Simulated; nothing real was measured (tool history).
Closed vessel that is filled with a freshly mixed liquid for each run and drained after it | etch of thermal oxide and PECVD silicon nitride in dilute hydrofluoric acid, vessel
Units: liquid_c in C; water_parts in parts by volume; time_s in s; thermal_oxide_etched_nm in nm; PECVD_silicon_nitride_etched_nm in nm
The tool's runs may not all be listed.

| run | hour | liquid_c | water_parts | time_s | thermal_oxide_etched_nm | PECVD_silicon_nitride_etched_nm |
|---|---|---|---|---|---|---|
| 1 | 0.0 | 24.0 | 300 | 1800 | 22.596 | 14.4190 |
| 2 | 0.9 | 22.5 | 305 | 1775 | 20.895 | 12.8390 |
| 3 | 3.5 | 22.5 | 395 | 1775 | 14.885 | 9.8510 |
| 4 | 10.1 | 22.5 | 395 | 1295 | 10.765 | 7.2158 |
| 5 | 11.2 | 21.5 | 370 | 1260 | 11.135 | 7.0301 |
| 6 | 12.2 | 21.0 | 350 | 1225 | 11.444 | 7.0817 |
| 7 | 17.7 | 20.5 | 330 | 1190 | 11.767 | 6.9782 |
| 8 | 21.5 | 20.5 | 315 | 1160 | 12.088 | 7.1224 |
| 9 | 25.5 | 20.5 | 300 | 1135 | 12.726 | 7.3501 |
| 10 | 31.9 | 20.5 | 290 | 1115 | 13.024 | 7.4063 |
| 11 | 34.0 | 20.5 | 280 | 1100 | 13.612 | 7.6513 |

Forecast run 12:
| 12 | 38.0 | 20.5 | 275 | 1090 | ? | ? |

{"run 12": {"thermal_oxide_etched_nm": 13.713, "PECVD_silicon_nitride_etched_nm": 7.6413}}

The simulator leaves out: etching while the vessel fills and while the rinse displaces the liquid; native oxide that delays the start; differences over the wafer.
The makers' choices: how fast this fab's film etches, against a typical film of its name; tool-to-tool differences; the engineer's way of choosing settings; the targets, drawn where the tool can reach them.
